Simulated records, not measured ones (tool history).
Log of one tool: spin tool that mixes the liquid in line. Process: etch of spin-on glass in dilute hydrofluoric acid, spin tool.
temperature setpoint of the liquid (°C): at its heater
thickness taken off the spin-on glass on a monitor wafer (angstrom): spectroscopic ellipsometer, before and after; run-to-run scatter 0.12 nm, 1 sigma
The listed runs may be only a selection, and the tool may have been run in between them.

run,hour,temperature setpoint of the liquid (°C),parts of water to one part of 49 % hydrofluoric acid (parts by volume),time under the liquid (s),thickness taken off the spin-on glass on a monitor wafer (angstrom)
1,0,24,230,95,140.52
2,8.7,24,305,95,97.374
3,11.2,25,295,95,105.99
4,14.6,25,220,95,152.36
5,23,25,220,95,152.85
6,28.2,25,160,95,226.75
7,31.3,24.5,160,95,222.99
8,33,24,160,95,218.98
9,34,23.5,160,95,215.43
10,36,23,160,95,209.92
11,40.7,22.5,160,95,206.5
12,46.7,22,160,95,202.39

Predict the results of run 13:
13,49.2,21,160,95,?

{"run 13": {"thickness taken off the spin-on glass on a monitor wafer (angstrom)": 193}}
